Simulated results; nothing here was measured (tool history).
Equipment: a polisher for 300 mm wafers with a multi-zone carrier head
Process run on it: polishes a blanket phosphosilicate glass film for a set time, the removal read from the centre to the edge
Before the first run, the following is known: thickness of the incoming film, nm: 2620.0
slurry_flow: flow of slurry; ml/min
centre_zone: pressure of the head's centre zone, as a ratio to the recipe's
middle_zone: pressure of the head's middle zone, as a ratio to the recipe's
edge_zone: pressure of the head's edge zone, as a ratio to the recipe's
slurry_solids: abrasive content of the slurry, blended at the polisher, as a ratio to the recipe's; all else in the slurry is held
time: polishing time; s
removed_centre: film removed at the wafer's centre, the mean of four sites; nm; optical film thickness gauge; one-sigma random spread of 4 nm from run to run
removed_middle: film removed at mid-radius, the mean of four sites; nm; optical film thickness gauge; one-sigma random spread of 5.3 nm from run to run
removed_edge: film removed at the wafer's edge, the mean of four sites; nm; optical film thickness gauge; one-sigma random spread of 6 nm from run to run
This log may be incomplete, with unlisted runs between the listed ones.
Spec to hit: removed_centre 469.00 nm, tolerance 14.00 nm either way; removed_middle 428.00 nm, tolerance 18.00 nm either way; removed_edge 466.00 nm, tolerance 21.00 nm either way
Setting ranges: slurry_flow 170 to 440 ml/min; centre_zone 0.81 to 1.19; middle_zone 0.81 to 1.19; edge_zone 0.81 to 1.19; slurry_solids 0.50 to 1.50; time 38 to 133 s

run  hour  slurry_flow  centre_zone  middle_zone  edge_zone  slurry_solids  time  removed_centre  removed_middle  removed_edge
  1   0.0          280         1.00         1.00       1.00           1.00    85          580.73          581.93        584.03
  2   1.3          280         1.00         1.00       0.95           1.00    85          577.84          581.02        571.34
  3   7.4          280         0.99         0.97       0.94           0.95    85          564.89          541.47        545.59
  4   9.7          280         0.99         0.89       0.94           0.95    85          561.72          523.22        568.43
  5  12.6          275         0.98         0.88       0.92           0.90    85          545.87          502.95        527.77
  6  18.0          275         0.98         0.88       0.92           0.90    97          622.91          578.10        618.65
  7  20.3          270         0.97         0.87       0.92           0.80    96          581.28          530.17        572.32
  8  26.5          265         0.95         0.86       0.91           0.75    96          546.62          508.04        546.50
  9  31.7          260         0.94         0.85       0.90           0.70    96          533.19          483.77        534.89
 10  40.2          255         0.93         0.85       0.89           0.65    96          502.65          475.48        509.62
 11  41.0          235         0.95         0.81       0.88           0.55    94          462.46          408.45        467.60

Of the 5 settings listed for the next run, only one would bring every result within its allowed miss of target. Which one?
  A  41.8          190         0.87         0.83       0.91           0.50   101               ?               ?             ?
  B  41.8          275         0.99         0.89       0.96           0.55    90               ?               ?             ?
  C  41.8          170         1.00         0.81       0.90           0.50    97               ?               ?             ?
  D  41.8          270         0.89         0.91       0.92           0.55    93               ?               ?             ?
  E  41.8          210         0.98         0.81       0.96           0.50    96               ?               ?             ?

move  removed_centre  removed_middle  removed_edge
   A          432.13          428.41        486.49
   B          473.26          436.75        476.26
   C          469.03          398.81        461.30
   D          440.64          459.29        481.75
   E          465.37          402.63        477.52
A: brings the last run's worst result on target, with another outside its allowed miss
B: all results land within tolerance of their targets
C: misses by more than the last run did
D: moves the result that the last run missed by most past its target, out the other side
E: misses by more than the last run did
Move B is the one to make.

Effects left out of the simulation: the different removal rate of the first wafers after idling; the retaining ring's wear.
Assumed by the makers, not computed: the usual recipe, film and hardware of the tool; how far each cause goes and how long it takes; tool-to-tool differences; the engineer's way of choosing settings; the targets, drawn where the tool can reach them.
